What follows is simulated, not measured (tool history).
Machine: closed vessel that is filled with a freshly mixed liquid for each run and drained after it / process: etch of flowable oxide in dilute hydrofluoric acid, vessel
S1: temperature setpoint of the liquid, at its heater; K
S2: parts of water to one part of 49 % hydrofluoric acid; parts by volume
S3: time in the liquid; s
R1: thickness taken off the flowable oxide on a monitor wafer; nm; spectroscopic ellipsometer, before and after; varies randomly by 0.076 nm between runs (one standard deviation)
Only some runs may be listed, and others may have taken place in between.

Run 1, hour 0: S1 294.15 K, S2 195 parts by volume, S3 145 s. Result: R1 21.212 nm.
Run 2, hour 8.9: S1 293.65 K, S2 205 parts by volume, S3 145 s. Result: R1 19.558 nm.
Run 3, hour 13.9: S1 293.15 K, S2 215 parts by volume, S3 145 s. Result: R1 18.069 nm.
Run 4, hour 16: S1 293.15 K, S2 270 parts by volume, S3 145 s. Result: R1 13.573 nm.
Run 5, hour 23.6: S1 292.65 K, S2 275 parts by volume, S3 145 s. Result: R1 12.961 nm.
Run 6, hour 31.6: S1 292.65 K, S2 250 parts by volume, S3 145 s. Result: R1 14.75 nm.

Run 7 is up next; what results do you expect?
Run 7, hour 39.6: S1 292.15 K, S2 255 parts by volume, S3 145 s. Result: R1 ?.

{"run 7": {"R1": 14.236}}
